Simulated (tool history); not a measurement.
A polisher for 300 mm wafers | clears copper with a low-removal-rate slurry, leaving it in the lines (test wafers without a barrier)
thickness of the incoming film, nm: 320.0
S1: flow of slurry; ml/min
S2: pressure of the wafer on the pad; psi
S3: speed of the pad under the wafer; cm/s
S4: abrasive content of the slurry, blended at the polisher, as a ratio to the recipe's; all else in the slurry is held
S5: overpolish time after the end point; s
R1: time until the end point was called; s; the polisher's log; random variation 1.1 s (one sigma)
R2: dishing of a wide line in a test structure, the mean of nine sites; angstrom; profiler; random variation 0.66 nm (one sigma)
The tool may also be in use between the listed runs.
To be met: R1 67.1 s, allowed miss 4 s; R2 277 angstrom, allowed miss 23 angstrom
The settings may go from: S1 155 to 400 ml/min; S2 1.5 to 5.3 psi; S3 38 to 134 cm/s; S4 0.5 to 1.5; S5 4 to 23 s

{"run": 1, "day": 0.0, "S1": 255, "S2": 3.4, "S3": 86, "S4": 1, "S5": 12, "R1": 118.54, "R2": 236.63}
{"run": 2, "day": 0.179, "S1": 255, "S2": 3.7, "S3": 86, "S4": 1, "S5": 11, "R1": 112.08, "R2": 232.27}
{"run": 3, "day": 0.221, "S1": 255, "S2": 3.9, "S3": 88, "S4": 1, "S5": 10, "R1": 106.53, "R2": 236.01}
{"run": 4, "day": 0.412, "S1": 320, "S2": 3.9, "S3": 88, "S4": 1, "S5": 10, "R1": 100.41, "R2": 229.01}
{"day": 0.629, "done": "slurry blender recalibrated"}
{"run": 5, "day": 0.629, "S1": 320, "S2": 3.9, "S3": 88, "S4": 0.85, "S5": 10, "R1": 100.74, "R2": 226.64}
{"run": 6, "day": 0.946, "S1": 320, "S2": 3.9, "S3": 88, "S4": 0.85, "S5": 8, "R1": 103.18, "R2": 187.66}
{"run": 7, "day": 1.042, "S1": 320, "S2": 4.1, "S3": 88, "S4": 0.85, "S5": 8, "R1": 96.885, "R2": 196.63}
{"run": 8, "day": 1.233, "S1": 320, "S2": 4.3, "S3": 88, "S4": 0.85, "S5": 8, "R1": 94.763, "R2": 207.3}
{"run": 9, "day": 1.546, "S1": 325, "S2": 5.3, "S3": 100, "S4": 0.85, "S5": 7, "R1": 71.051, "R2": 246.38}

Which of these 4 next moves meets every target?
{"run": "A", "day": 1.858, "S1": 275, "S2": 5.3, "S3": 106, "S4": 0.75, "S5": 8, "R1": "?", "R2": "?"}
{"run": "B", "day": 1.858, "S1": 325, "S2": 5.3, "S3": 106, "S4": 0.65, "S5": 10, "R1": "?", "R2": "?"}
{"run": "C", "day": 1.858, "S1": 320, "S2": 5.3, "S3": 108, "S4": 0.6, "S5": 6, "R1": "?", "R2": "?"}
{"run": "D", "day": 1.858, "S1": 380, "S2": 5.3, "S3": 120, "S4": 0.8, "S5": 7, "R1": "?", "R2": "?"}

move=A R1=68.601 R2=276.53
move=B R1=69.282 R2=333.45
move=C R1=69.092 R2=211.84
move=D R1=58.356 R2=283.55
A: meets every target
B: takes the result that was furthest off past its target
C: further off than the last run
D: brings the result that was furthest off to its target, and leaves another outside
The right move is A.
